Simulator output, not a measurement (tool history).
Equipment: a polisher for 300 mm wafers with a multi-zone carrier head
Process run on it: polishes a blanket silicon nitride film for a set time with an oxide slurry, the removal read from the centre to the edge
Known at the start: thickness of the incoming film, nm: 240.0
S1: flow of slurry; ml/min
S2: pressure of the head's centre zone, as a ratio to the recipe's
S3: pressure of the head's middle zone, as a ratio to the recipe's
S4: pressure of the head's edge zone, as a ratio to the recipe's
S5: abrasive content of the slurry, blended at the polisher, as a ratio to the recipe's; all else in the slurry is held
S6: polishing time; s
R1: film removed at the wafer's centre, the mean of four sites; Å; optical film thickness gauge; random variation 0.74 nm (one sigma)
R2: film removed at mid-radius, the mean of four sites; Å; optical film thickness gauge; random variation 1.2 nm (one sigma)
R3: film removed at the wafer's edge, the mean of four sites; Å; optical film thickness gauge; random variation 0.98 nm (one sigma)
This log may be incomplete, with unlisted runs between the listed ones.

run 1 hour=0 | S1=305 S2=1 S3=1 S4=1 S5=1 S6=79 | R1=653.09 R2=698.03 R3=667.71
run 2 hour=1.5 | S1=305 S2=1 S3=1 S4=1.02 S5=1.05 S6=79 | R1=681.03 R2=701.68 R3=698.56
run 3 hour=6.1 | S1=305 S2=0.99 S3=1.02 S4=1.04 S5=1.1 S6=79 | R1=679.05 R2=734.94 R3=714.57
run 4 hour=10.6 | S1=305 S2=0.99 S3=1.03 S4=1.06 S5=1.15 S6=79 | R1=682.84 R2=736.8 R3=713.07
run 5 hour=17.4 | S1=305 S2=0.98 S3=1.03 S4=1.07 S5=1.2 S6=80 | R1=726.92 R2=748.44 R3=750.08
run 6 hour=24.2 | S1=305 S2=0.98 S3=1 S4=1.07 S5=1.2 S6=80 | R1=712.86 R2=744.76 R3=749.4

Run 7, settings as shown, results not yet in. Your forecast:
run 7 hour=31.6 | S1=305 S2=0.96 S3=1.01 S4=1.08 S5=1.25 S6=81 | R1=? R2=? R3=?

R1: 724 Å
R2: 762.82 Å
R3: 764.26 Å
